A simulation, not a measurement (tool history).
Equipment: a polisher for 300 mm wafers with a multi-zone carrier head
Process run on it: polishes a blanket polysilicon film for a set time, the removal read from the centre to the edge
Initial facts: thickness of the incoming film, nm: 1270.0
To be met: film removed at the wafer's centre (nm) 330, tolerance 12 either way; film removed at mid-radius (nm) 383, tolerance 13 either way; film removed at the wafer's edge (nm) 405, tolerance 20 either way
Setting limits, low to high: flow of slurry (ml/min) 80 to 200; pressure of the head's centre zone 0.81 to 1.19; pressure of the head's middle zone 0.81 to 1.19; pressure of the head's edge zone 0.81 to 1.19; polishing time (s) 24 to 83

| run | hour | flow of slurry (ml/min) | pressure of the head's centre zone | pressure of the head's middle zone | pressure of the head's edge zone | polishing time (s) | film removed at the wafer's centre (nm) | film removed at mid-radius (nm) | film removed at the wafer's edge (nm) |
|---|---|---|---|---|---|---|---|---|---|
| 1 | 0 | 130 | 1 | 1 | 1 | 53 | 503.11 | 515.5 | 540.91 |
| 2 | 6.4 | 125 | 0.97 | 0.99 | 0.98 | 51 | 466.6 | 485.1 | 517.74 |
| 3 | 12 | 125 | 1.02 | 0.99 | 0.98 | 51 | 494.98 | 488.14 | 529.61 |
| 4 | 18.5 | 155 | 1.02 | 0.99 | 0.98 | 51 | 520.75 | 505.42 | 548.14 |
| 5 | 23.9 | 155 | 1.02 | 0.99 | 1.04 | 51 | 521.03 | 507.47 | 549.24 |
| 6 | 25.5 | 155 | 0.94 | 0.99 | 1.04 | 51 | 485.38 | 501.35 | 557.07 |
| 7 | 34.3 | 155 | 0.94 | 0.99 | 1.04 | 51 | 476.01 | 503.41 | 543.73 |
| 8 | 38.6 | 145 | 0.93 | 0.99 | 1.03 | 49 | 443.44 | 483.24 | 502 |
| 9 | 43.3 | 135 | 0.91 | 0.97 | 1.03 | 48 | 424 | 465.55 | 507.31 |
|  | 49.8 | edge zone pressure recalibrated |
| 10 | 49.8 | 130 | 0.9 | 0.97 | 1.02 | 46 | 399.54 | 438.85 | 452.47 |
| 11 | 51 | 125 | 0.88 | 0.96 | 1.03 | 46 | 379.02 | 426.25 | 458.24 |
| 12 | 55.1 | 90 | 0.85 | 0.95 | 0.93 | 43 | 308.93 | 367.37 | 381.72 |

Exactly one of the 5 candidate moves below puts every result within its allowed miss. Which one?
| A | 59.2 | 80 | 0.89 | 0.81 | 1 | 50 | ? | ? | ? |
| B | 59.2 | 115 | 0.93 | 1.11 | 0.83 | 38 | ? | ? | ? |
| C | 59.2 | 80 | 0.87 | 0.98 | 0.95 | 46 | ? | ? | ? |
| D | 59.2 | 80 | 0.91 | 0.84 | 0.97 | 46 | ? | ? | ? |
| E | 59.2 | 80 | 0.91 | 0.81 | 0.99 | 49 | ? | ? | ? |

| move | film removed at the wafer's centre (nm) | film removed at mid-radius (nm) | film removed at the wafer's edge (nm) |
|---|---|---|---|
| A | 367.7 | 352.96 | 454.72 |
| B | 328.83 | 386.63 | 338.2 |
| C | 331.22 | 380.29 | 407.29 |
| D | 345.81 | 334.5 | 412.1 |
| E | 368.28 | 345.87 | 443.47 |
A: moves the result that the last run missed by most past its target, out the other side
B: brings the result that was furthest off to its target, and leaves another outside
C: meets every target
D: moves the result that the last run missed by most past its target, out the other side
E: moves the result that the last run missed by most past its target, out the other side
So the answer is move C, the one that meets all the targets.
